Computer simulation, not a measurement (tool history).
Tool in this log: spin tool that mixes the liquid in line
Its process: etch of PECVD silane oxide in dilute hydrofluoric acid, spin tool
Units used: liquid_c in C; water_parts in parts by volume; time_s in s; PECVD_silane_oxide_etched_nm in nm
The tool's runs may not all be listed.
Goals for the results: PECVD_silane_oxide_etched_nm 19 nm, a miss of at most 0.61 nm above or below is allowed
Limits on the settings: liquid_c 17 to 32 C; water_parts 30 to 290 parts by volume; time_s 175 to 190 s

| run | hour | liquid_c | water_parts | time_s | PECVD_silane_oxide_etched_nm |
|---|---|---|---|---|---|
| 1 | 0 | 24 | 160 | 175 | 30.738 |
| 2 | 1.7 | 24 | 160 | 175 | 30.265 |
| 3 | 4.6 | 23 | 165 | 175 | 28.468 |
| 4 | 10.3 | 20 | 165 | 175 | 25.514 |
| 5 | 16.8 | 20 | 130 | 175 | 33.745 |
| 6 | 22.4 | 21.5 | 130 | 175 | 35.385 |
| 7 | 27.5 | 21 | 140 | 175 | 31.551 |
| 8 | 35.2 | 20.5 | 150 | 175 | 28.732 |
| 9 | 37.9 | 20 | 155 | 175 | 27.339 |
| 10 | 40.6 | 20 | 155 | 175 | 27.418 |
| 11 | 42.2 | 19.5 | 160 | 175 | 26.112 |
| 12 | 51 | 19 | 165 | 175 | 24.36 |
| 13 | 53.9 | 19 | 165 | 175 | 24.504 |

Of the 4 settings listed for the next run, only one would bring every result within its allowed miss of target. Which one?
| A | 56.8 | 20 | 135 | 180 | ? |
| B | 56.8 | 19 | 225 | 185 | ? |
| C | 56.8 | 17 | 200 | 185 | ? |
| D | 56.8 | 17 | 190 | 185 | ? |

| move | PECVD_silane_oxide_etched_nm |
|---|---|
| A | 33.256 |
| B | 18.03 |
| C | 19.194 |
| D | 20.391 |
A: lands further from the targets than the last run did
B: takes the result that was furthest off past its target
C: every result within its allowed miss
D: better than the last run, though not everything is in spec
Move C is the one to make.

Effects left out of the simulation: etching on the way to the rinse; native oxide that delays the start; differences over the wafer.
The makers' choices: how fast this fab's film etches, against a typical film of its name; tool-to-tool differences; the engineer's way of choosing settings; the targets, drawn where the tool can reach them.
